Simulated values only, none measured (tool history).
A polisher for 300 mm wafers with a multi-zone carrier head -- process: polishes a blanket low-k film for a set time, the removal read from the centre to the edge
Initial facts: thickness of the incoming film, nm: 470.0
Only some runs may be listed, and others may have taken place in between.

run	hour	flow of slurry (ml/min)	pressure of the head's centre zone	pressure of the head's middle zone	pressure of the head's edge zone	abrasive content of the slurry	polishing time (s)	film removed at the wafer's centre (Å)	film removed at mid-radius (Å)	film removed at the wafer's edge (Å)
1	0.0	205	1.00	1.00	1.00	1.00	67	263.44	264.41	255.20
2	8.9	205	1.05	1.00	1.00	1.00	67	266.03	257.05	254.28
3	15.5	205	1.03	1.00	1.02	1.05	67	270.33	267.06	263.44
4	16.5	205	1.02	1.00	1.04	1.10	67	279.97	278.04	277.99
5	20.9	205	1.02	1.06	1.04	1.10	67	269.22	294.31	275.26
6	24.3	205	1.01	1.06	1.06	1.10	67	280.59	292.56	274.93
7	27.4	200	0.99	1.05	1.06	1.15	67	274.14	287.73	291.70
8	29.8	205	0.98	1.06	1.07	1.15	67	279.43	296.11	286.96
9	31.6	200	0.97	1.07	1.07	1.20	67	276.55	317.84	293.03
10	36.8	200	0.96	1.07	1.08	1.20	67	280.67	309.33	291.09
11	41.8	190	0.95	1.07	1.09	1.25	67	275.94	308.57	296.36
12	46.5	190	0.94	1.07	1.10	1.25	67	276.98	310.16	306.18

The next listed run, before its measurement:
13	48.6	190	0.94	1.07	1.11	1.25	67	?	?	?

Run 13 gave film removed at the wafer's centre (Å) 273.73, film removed at mid-radius (Å) 323.47, film removed at the wafer's edge (Å) 302.82.
